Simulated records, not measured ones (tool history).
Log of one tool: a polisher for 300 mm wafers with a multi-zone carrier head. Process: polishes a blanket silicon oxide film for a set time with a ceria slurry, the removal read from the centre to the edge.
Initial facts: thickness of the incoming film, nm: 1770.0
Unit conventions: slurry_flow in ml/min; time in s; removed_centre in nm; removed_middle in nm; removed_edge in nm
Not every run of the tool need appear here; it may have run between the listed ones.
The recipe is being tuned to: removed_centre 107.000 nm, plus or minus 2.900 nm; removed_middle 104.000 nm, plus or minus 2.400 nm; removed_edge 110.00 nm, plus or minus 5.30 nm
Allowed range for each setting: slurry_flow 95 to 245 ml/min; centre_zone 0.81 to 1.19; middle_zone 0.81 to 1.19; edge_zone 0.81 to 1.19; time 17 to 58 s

{"run": 1, "hour": 0.0, "slurry_flow": 155, "centre_zone": 1.0, "middle_zone": 1.0, "edge_zone": 1.0, "time": 37, "removed_centre": 133.5, "removed_middle": 136.69, "removed_edge": 141.86}
{"run": 2, "hour": 7.6, "slurry_flow": 155, "centre_zone": 0.96, "middle_zone": 1.0, "edge_zone": 1.0, "time": 37, "removed_centre": 126.65, "removed_middle": 136.54, "removed_edge": 136.94}
{"run": 3, "hour": 14.0, "slurry_flow": 145, "centre_zone": 0.95, "middle_zone": 0.95, "edge_zone": 0.95, "time": 36, "removed_centre": 119.23, "removed_middle": 127.41, "removed_edge": 131.11}
{"run": 4, "hour": 19.6, "slurry_flow": 145, "centre_zone": 0.95, "middle_zone": 0.95, "edge_zone": 0.95, "time": 45, "removed_centre": 153.68, "removed_middle": 158.26, "removed_edge": 164.08}
{"run": 5, "hour": 26.2, "slurry_flow": 140, "centre_zone": 0.96, "middle_zone": 0.92, "edge_zone": 0.91, "time": 41, "removed_centre": 138.36, "removed_middle": 139.57, "removed_edge": 143.1}
{"run": 6, "hour": 30.3, "slurry_flow": 140, "centre_zone": 0.92, "middle_zone": 0.92, "edge_zone": 0.91, "time": 41, "removed_centre": 132.15, "removed_middle": 138.68, "removed_edge": 149.53}
{"run": 7, "hour": 37.5, "slurry_flow": 135, "centre_zone": 0.94, "middle_zone": 0.9, "edge_zone": 0.89, "time": 39, "removed_centre": 129.74, "removed_middle": 128.15, "removed_edge": 135.13}
{"hour": 38.3, "done": "edge zone pressure recalibrated"}
{"run": 8, "hour": 38.3, "slurry_flow": 100, "centre_zone": 0.86, "middle_zone": 0.81, "edge_zone": 0.81, "time": 34, "removed_centre": 95.047, "removed_middle": 97.619, "removed_edge": 105.33}

Of the 4 settings listed for the next run, only one would bring every result within its allowed miss of target. Which one?
{"run": "A", "hour": 39.1, "slurry_flow": 95, "centre_zone": 0.89, "middle_zone": 0.84, "edge_zone": 0.81, "time": 36, "removed_centre": "?", "removed_middle": "?", "removed_edge": "?"}
{"run": "B", "hour": 39.1, "slurry_flow": 155, "centre_zone": 0.81, "middle_zone": 0.85, "edge_zone": 0.96, "time": 34, "removed_centre": "?", "removed_middle": "?", "removed_edge": "?"}
{"run": "C", "hour": 39.1, "slurry_flow": 100, "centre_zone": 0.86, "middle_zone": 0.83, "edge_zone": 0.81, "time": 36, "removed_centre": "?", "removed_middle": "?", "removed_edge": "?"}
{"run": "D", "hour": 39.1, "slurry_flow": 125, "centre_zone": 0.9, "middle_zone": 0.81, "edge_zone": 0.81, "time": 35, "removed_centre": "?", "removed_middle": "?", "removed_edge": "?"}

move=A removed_centre=101.840 removed_middle=104.850 removed_edge=110.99
move=B removed_centre=98.347 removed_middle=110.880 removed_edge=121.70
move=C removed_centre=99.814 removed_middle=105.170 removed_edge=111.96
move=D removed_centre=107.530 removed_middle=105.340 removed_edge=112.72
A: nearer than the last run, and not there yet
B: nearer than the last run, and not there yet
C: nearer than the last run, and not there yet
D: every result within its allowed miss
Correct choice: D, which meets every target
